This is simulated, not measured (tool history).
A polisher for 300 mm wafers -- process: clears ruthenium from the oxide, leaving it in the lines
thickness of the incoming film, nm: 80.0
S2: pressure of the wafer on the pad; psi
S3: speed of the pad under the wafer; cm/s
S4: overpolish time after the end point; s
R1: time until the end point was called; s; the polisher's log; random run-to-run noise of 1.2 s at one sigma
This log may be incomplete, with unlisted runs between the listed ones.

run 1 hour=0 | flow_of_slurry_(ml/min)=185 S2=2.2 S3=90 S4=13 | R1=81.806
run 2 hour=5.3 | flow_of_slurry_(ml/min)=185 S2=2.2 S3=100 S4=13 | R1=74.632
run 3 hour=13.3 | flow_of_slurry_(ml/min)=180 S2=1.8 S3=98 S4=13 | R1=93.43
run 4 hour=22.2 | flow_of_slurry_(ml/min)=160 S2=1.8 S3=98 S4=13 | R1=94.138
run 5 hour=25.4 | flow_of_slurry_(ml/min)=160 S2=2.2 S3=98 S4=13 | R1=77.583
run 6 hour=31.3 | flow_of_slurry_(ml/min)=155 S2=1.8 S3=98 S4=13 | R1=93.415
run 7 hour=33.4 | flow_of_slurry_(ml/min)=155 S2=1.5 S3=98 S4=13 | R1=111.11
run 8 hour=40.4 | flow_of_slurry_(ml/min)=155 S2=1.4 S3=98 S4=13 | R1=119.68

Expected results for the next run?
run 9 hour=45.2 | flow_of_slurry_(ml/min)=155 S2=1.4 S3=98 S4=13 | R1=?

{"run 9": {"R1": 119.41}}
